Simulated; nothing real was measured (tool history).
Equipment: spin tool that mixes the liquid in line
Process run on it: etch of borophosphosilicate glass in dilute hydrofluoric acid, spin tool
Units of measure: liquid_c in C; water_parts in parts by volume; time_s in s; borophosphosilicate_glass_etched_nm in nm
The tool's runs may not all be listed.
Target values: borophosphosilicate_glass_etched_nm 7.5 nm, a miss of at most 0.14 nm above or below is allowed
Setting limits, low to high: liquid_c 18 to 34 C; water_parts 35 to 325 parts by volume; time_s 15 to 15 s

run	hour	liquid_c	water_parts	time_s	borophosphosilicate_glass_etched_nm
1	0	26	180	15	6.2218
2	3.2	26	180	15	6.2415
3	11.2	27	180	15	6.4757
4	12.4	27	130	15	9.5642
5	19.3	29.5	130	15	10.465
6	25.3	28	130	15	9.8119
7	26.6	26.5	130	15	9.339
8	33.9	25.5	130	15	9.0224
9	42.1	24.5	130	15	8.6165
10	44.3	24	130	15	8.4723
11	51.1	23.5	130	15	8.2204
12	58.8	23	130	15	8.1823
13	61	22.5	130	15	8.0328
14	62.6	22	130	15	7.8559
15	63.7	21.5	130	15	7.6434

Which of these 4 next moves meets every target?
A	64.8	22	135	15	?
B	64.8	18.5	115	15	?
C	64.8	20	120	15	?
D	64.8	21	125	15	?

move	borophosphosilicate_glass_etched_nm
A	7.4804
B	7.7724
C	7.8853
D	7.8437
A: all results land within tolerance of their targets
B: the biggest miss grows against the last run
C: the biggest miss grows against the last run
D: the biggest miss grows against the last run
The move that meets every target is A.
